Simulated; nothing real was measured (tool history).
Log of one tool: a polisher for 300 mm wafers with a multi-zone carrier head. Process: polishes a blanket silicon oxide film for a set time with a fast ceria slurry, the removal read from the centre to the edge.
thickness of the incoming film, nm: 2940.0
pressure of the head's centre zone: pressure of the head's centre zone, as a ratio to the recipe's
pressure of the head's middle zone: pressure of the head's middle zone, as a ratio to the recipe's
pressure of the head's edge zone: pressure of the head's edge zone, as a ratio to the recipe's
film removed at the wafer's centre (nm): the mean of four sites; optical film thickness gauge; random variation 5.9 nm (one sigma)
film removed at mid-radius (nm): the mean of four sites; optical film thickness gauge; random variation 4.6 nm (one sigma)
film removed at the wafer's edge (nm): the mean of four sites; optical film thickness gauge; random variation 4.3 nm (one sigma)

| run | day | flow of slurry (ml/min) | pressure of the head's centre zone | pressure of the head's middle zone | pressure of the head's edge zone | polishing time (s) | film removed at the wafer's centre (nm) | film removed at mid-radius (nm) | film removed at the wafer's edge (nm) |
|---|---|---|---|---|---|---|---|---|---|
| 1 | 0 | 140 | 1 | 1 | 1 | 70 | 828.03 | 836.86 | 830.24 |
| 2 | 0.05 | 135 | 0.97 | 0.99 | 0.97 | 68 | 763.14 | 803.15 | 793.75 |
| 3 | 0.196 | 130 | 0.95 | 0.98 | 0.95 | 66 | 718.71 | 773.11 | 762.08 |
| 4 | 0.346 | 130 | 0.95 | 0.9 | 0.95 | 66 | 712.35 | 730.05 | 766.38 |
| 5 | 0.4 | 130 | 0.91 | 0.9 | 0.95 | 66 | 702.75 | 721.87 | 761.67 |
| 6 | 0.562 | 125 | 0.9 | 0.9 | 0.93 | 65 | 668.96 | 701.69 | 743.88 |
| 7 | 0.638 | 120 | 0.89 | 0.91 | 0.91 | 64 | 646.2 | 694.93 | 711.89 |

The next listed run, before its measurement:
| 8 | 0.817 | 120 | 0.89 | 0.91 | 0.91 | 64 | ? | ? | ? |

Run 8 gave film removed at the wafer's centre (nm) 655.07, film removed at mid-radius (nm) 695.98, film removed at the wafer's edge (nm) 718.87.
